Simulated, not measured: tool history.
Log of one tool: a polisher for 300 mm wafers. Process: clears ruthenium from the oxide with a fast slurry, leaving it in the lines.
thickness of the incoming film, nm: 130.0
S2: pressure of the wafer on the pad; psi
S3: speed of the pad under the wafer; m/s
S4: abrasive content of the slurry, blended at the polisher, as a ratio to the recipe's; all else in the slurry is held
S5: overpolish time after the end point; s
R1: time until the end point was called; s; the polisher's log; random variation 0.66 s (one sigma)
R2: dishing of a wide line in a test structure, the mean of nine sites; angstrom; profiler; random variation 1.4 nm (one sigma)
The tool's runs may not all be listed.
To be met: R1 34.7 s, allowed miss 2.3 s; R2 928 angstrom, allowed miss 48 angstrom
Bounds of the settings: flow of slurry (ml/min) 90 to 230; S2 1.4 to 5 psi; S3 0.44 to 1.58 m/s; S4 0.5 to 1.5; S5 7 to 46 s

Run 1, hour 0: flow of slurry (ml/min) 150, S2 3.2 psi, S3 1 m/s, S4 1, S5 24 s. Result: R1 22.96 s, R2 954.5 angstrom.
Run 2, hour 7: flow of slurry (ml/min) 170, S2 3.2 psi, S3 1 m/s, S4 1, S5 24 s. Result: R1 22.525 s, R2 986.41 angstrom.
Run 3, hour 15.7: flow of slurry (ml/min) 170, S2 2.9 psi, S3 1 m/s, S4 1, S5 24 s. Result: R1 23.523 s, R2 926.47 angstrom.
Run 4, hour 19.2: flow of slurry (ml/min) 170, S2 2.9 psi, S3 1 m/s, S4 0.9, S5 24 s. Result: R1 25.072 s, R2 889.71 angstrom.
Run 5, hour 22.4: flow of slurry (ml/min) 190, S2 2.9 psi, S3 1 m/s, S4 0.9, S5 24 s. Result: R1 25.116 s, R2 920.89 angstrom.
Run 6, hour 30.2: flow of slurry (ml/min) 190, S2 2.9 psi, S3 0.86 m/s, S4 0.9, S5 24 s. Result: R1 28.871 s, R2 820.78 angstrom.
Run 7, hour 37.7: flow of slurry (ml/min) 190, S2 2.7 psi, S3 0.84 m/s, S4 0.9, S5 27 s. Result: R1 31.307 s, R2 834.16 angstrom.
Run 8, hour 44: flow of slurry (ml/min) 190, S2 2.6 psi, S3 0.84 m/s, S4 0.9, S5 29 s. Result: R1 32.383 s, R2 842.63 angstrom.

Which of these 4 next moves meets every target?
Run A, hour 50.3: flow of slurry (ml/min) 230, S2 2.9 psi, S3 0.78 m/s, S4 0.9, S5 25 s. Result: R1 ?, R2 ?.
Run B, hour 50.3: flow of slurry (ml/min) 185, S2 2.4 psi, S3 0.84 m/s, S4 0.95, S5 35 s. Result: R1 ?, R2 ?.
Run C, hour 50.3: flow of slurry (ml/min) 180, S2 2.4 psi, S3 0.88 m/s, S4 0.85, S5 30 s. Result: R1 ?, R2 ?.
Run D, hour 50.3: flow of slurry (ml/min) 195, S2 2.5 psi, S3 0.96 m/s, S4 0.85, S5 28 s. Result: R1 ?, R2 ?.

move      R1      R2
   A  31.107   793.7
   B  35.203  924.17
   C  34.989  832.29
   D  30.557  872.95
A: further off than the last run
B: meets every target
C: further off than the last run
D: as far off as the last run
Move B is the one to make.
